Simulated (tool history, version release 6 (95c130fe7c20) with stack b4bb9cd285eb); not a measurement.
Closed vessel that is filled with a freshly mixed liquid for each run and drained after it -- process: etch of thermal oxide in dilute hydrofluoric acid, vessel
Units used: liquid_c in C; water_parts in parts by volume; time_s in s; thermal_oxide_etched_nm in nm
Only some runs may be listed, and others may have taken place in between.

run 1 hour=0.0 | liquid_c=20.0 water_parts=255 time_s=1620 | thermal_oxide_etched_nm=23.298
run 2 hour=3.4 | liquid_c=20.0 water_parts=290 time_s=1620 | thermal_oxide_etched_nm=19.859
run 3 hour=8.9 | liquid_c=21.0 water_parts=290 time_s=1620 | thermal_oxide_etched_nm=20.624
run 4 hour=15.2 | liquid_c=21.5 water_parts=290 time_s=1620 | thermal_oxide_etched_nm=21.007
run 5 hour=24.1 | liquid_c=21.5 water_parts=290 time_s=1620 | thermal_oxide_etched_nm=21.055
run 6 hour=29.3 | liquid_c=22.0 water_parts=290 time_s=1620 | thermal_oxide_etched_nm=21.309
-- hour=36.9 thermometer replaced
run 7 hour=36.9 | liquid_c=22.5 water_parts=290 time_s=1620 | thermal_oxide_etched_nm=23.479

Predict the results of run 8:
run 8 hour=43.0 | liquid_c=23.5 water_parts=290 time_s=1620 | thermal_oxide_etched_nm=?

thermal_oxide_etched_nm: 24.083 nm
